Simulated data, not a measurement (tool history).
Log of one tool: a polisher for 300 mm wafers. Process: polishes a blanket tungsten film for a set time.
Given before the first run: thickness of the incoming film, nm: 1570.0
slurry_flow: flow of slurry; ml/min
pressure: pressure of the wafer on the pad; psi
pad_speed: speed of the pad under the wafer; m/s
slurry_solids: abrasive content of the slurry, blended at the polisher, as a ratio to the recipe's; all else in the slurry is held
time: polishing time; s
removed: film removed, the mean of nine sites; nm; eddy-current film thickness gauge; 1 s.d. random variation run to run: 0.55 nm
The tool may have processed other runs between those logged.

run,hour,slurry_flow,pressure,pad_speed,slurry_solids,time,removed
1,0,275,3.7,1.1,1,25,120.87
2,5.1,270,3.4,1.1,1,25,112.82
3,9,270,3.2,1.1,1,25,108.43
4,15.9,270,3.7,1.1,1,25,120.91
5,23,265,3.4,1.1,1,25,113.64
6,25.7,215,3.4,1.1,1,25,111.66

The next listed run, before its measurement:
7,31,215,3.2,1.1,1,25,?

removed: 106.17 nm

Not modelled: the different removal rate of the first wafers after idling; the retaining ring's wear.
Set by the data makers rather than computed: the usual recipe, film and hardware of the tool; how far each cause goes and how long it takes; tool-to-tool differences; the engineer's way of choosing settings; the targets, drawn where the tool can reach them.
